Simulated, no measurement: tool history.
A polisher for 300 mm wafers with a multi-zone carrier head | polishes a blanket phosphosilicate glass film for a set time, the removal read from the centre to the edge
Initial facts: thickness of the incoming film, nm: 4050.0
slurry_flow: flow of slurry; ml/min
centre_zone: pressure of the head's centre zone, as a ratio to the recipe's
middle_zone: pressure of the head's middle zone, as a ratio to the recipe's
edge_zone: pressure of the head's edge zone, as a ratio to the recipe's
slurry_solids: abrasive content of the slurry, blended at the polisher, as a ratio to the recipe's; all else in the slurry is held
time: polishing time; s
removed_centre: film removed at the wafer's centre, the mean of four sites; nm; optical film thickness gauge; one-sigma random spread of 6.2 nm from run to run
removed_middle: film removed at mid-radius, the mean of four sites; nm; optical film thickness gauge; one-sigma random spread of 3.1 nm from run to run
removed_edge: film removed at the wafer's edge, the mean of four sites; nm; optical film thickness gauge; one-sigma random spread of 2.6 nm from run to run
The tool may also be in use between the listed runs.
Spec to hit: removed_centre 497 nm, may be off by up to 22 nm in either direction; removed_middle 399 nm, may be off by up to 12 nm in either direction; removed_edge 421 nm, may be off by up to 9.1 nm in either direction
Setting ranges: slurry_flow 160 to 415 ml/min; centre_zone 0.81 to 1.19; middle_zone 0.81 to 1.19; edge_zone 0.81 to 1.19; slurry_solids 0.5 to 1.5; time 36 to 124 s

Run 1, hour 0: slurry_flow 265 ml/min, centre_zone 1, middle_zone 1, edge_zone 1, slurry_solids 1, time 79 s. Result: removed_centre 686.26 nm, removed_middle 727.69 nm, removed_edge 720.25 nm.
Run 2, hour 6.7: slurry_flow 260 ml/min, centre_zone 1.02, middle_zone 0.97, edge_zone 0.97, slurry_solids 0.9, time 76 s. Result: removed_centre 671.88 nm, removed_middle 666.64 nm, removed_edge 655.01 nm.
Run 3, hour 11.7: slurry_flow 255 ml/min, centre_zone 1.02, middle_zone 0.94, edge_zone 0.96, slurry_solids 0.85, time 73 s. Result: removed_centre 619.78 nm, removed_middle 604.42 nm, removed_edge 613.76 nm.
Run 4, hour 13.3: slurry_flow 255 ml/min, centre_zone 1.02, middle_zone 0.94, edge_zone 0.96, slurry_solids 0.85, time 56 s. Result: removed_centre 473.7 nm, removed_middle 463.96 nm, removed_edge 468.41 nm.
Run 5, hour 15.7: slurry_flow 190 ml/min, centre_zone 1.02, middle_zone 0.94, edge_zone 0.96, slurry_solids 0.85, time 56 s. Result: removed_centre 461.02 nm, removed_middle 454.9 nm, removed_edge 463.45 nm.
Run 6, hour 21.2: slurry_flow 190 ml/min, centre_zone 1.03, middle_zone 0.92, edge_zone 0.94, slurry_solids 0.85, time 56 s. Result: removed_centre 469.78 nm, removed_middle 444.69 nm, removed_edge 461.65 nm.
Run 7, hour 23.3: slurry_flow 185 ml/min, centre_zone 1.13, middle_zone 0.86, edge_zone 0.84, slurry_solids 0.7, time 56 s. Result: removed_centre 478.15 nm, removed_middle 398.76 nm, removed_edge 409.72 nm.
Run 8, hour 24.6: slurry_flow 190 ml/min, centre_zone 1.13, middle_zone 0.86, edge_zone 0.84, slurry_solids 0.7, time 56 s. Result: removed_centre 483.48 nm, removed_middle 396.83 nm, removed_edge 409.38 nm.
Run 9, hour 27.4: slurry_flow 195 ml/min, centre_zone 1.13, middle_zone 0.86, edge_zone 0.85, slurry_solids 0.7, time 56 s. Result: removed_centre 484.1 nm, removed_middle 406.81 nm, removed_edge 409.53 nm.

Which of these 4 next moves meets every target?
Run A, hour 30.2: slurry_flow 200 ml/min, centre_zone 1.1, middle_zone 0.87, edge_zone 0.81, slurry_solids 0.6, time 58 s. Result: removed_centre ?, removed_middle ?, removed_edge ?.
Run B, hour 30.2: slurry_flow 190 ml/min, centre_zone 1.04, middle_zone 0.86, edge_zone 0.87, slurry_solids 1, time 51 s. Result: removed_centre ?, removed_middle ?, removed_edge ?.
Run C, hour 30.2: slurry_flow 235 ml/min, centre_zone 1.08, middle_zone 0.91, edge_zone 0.84, slurry_solids 0.8, time 52 s. Result: removed_centre ?, removed_middle ?, removed_edge ?.
Run D, hour 30.2: slurry_flow 160 ml/min, centre_zone 1.12, middle_zone 0.81, edge_zone 0.81, slurry_solids 0.6, time 63 s. Result: removed_centre ?, removed_middle ?, removed_edge ?.

move  removed_centre  removed_middle  removed_edge
   A          468.11          395.44        397.25
   B          462.54          410.63        429.52
   C          463.26          410.05        404.55
   D          505.54          401.31        425.04
A: its largest miss is bigger than the last run's
B: gets the furthest-off result to its target, but another result is out of tolerance
C: its largest miss is bigger than the last run's
D: meets every target
The move that meets every target is D.

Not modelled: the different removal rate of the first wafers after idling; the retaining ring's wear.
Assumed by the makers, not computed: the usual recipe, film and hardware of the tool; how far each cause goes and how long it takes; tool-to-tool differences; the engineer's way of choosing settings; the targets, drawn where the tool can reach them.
